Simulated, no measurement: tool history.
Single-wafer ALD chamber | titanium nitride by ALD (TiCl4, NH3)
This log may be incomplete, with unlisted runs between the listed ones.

run	hour	heater temperature setpoint (deg C)	number of ALD cycles (cycles)	NH3 pulse time (s)	mean film thickness on the monitor wafer (nm)
1	0.0	380	66	1.66	1.4070
2	7.4	380	69	1.66	1.4707
3	11.5	373	68	1.37	1.3854
4	16.3	365	68	1.37	1.3629
5	24.9	365	68	1.63	1.3985
6	30.9	365	68	2.08	1.4373

Expected results for the next run?
# hour 35.6: thermocouple changed; heater temperature recalibrated
7	35.6	362	67	1.89	?

mean film thickness on the monitor wafer (nm): 1.4065
